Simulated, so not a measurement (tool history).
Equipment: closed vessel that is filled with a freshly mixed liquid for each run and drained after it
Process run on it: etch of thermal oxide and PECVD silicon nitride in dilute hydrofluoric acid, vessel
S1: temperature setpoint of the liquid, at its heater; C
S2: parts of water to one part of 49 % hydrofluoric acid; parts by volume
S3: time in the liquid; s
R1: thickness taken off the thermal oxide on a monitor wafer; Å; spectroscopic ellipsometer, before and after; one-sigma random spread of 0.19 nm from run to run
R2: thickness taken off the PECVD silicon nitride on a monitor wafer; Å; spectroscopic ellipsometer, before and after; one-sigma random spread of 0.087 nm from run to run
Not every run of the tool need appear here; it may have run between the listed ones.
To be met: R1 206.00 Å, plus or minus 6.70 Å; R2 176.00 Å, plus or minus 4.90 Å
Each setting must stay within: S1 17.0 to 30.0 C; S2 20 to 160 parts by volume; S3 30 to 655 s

| run | hour | S1 | S2 | S3 | R1 | R2 |
|---|---|---|---|---|---|---|
| 1 | 0.0 | 22.0 | 90 | 335 | 157.67 | 146.03 |
| 2 | 9.1 | 22.0 | 60 | 335 | 243.27 | 218.72 |
| 3 | 16.6 | 21.5 | 60 | 335 | 236.96 | 209.79 |
| 4 | 19.6 | 21.5 | 50 | 335 | 284.90 | 255.20 |
| 5 | 25.9 | 21.0 | 50 | 335 | 286.62 | 242.76 |
| 6 | 27.6 | 19.0 | 50 | 335 | 260.07 | 211.26 |
| 7 | 32.6 | 19.0 | 55 | 335 | 234.60 | 192.63 |
| 8 | 36.9 | 19.5 | 60 | 340 | 219.24 | 185.69 |
| 9 | 39.9 | 19.5 | 60 | 345 | 229.25 | 190.19 |
| 10 | 43.6 | 20.0 | 65 | 345 | 210.06 | 181.13 |

Pick the move, out of 4, that brings all results within their allowed miss; only one does.
| A | 47.3 | 19.5 | 55 | 305 | ? | ? |
| B | 47.3 | 20.5 | 55 | 275 | ? | ? |
| C | 47.3 | 20.5 | 55 | 295 | ? | ? |
| D | 47.3 | 18.5 | 55 | 300 | ? | ? |

| move | R1 | R2 |
|---|---|---|
| A | 217.63 | 179.90 |
| B | 204.71 | 173.85 |
| C | 219.60 | 186.49 |
| D | 205.12 | 165.01 |
A: meets the target for the result that was furthest off, but another lies outside its allowed miss
B: meets every target
C: further off than the last run
D: the result that was furthest off in the last run now lies on the other side of its target
So the answer is move B, the one that meets all the targets.
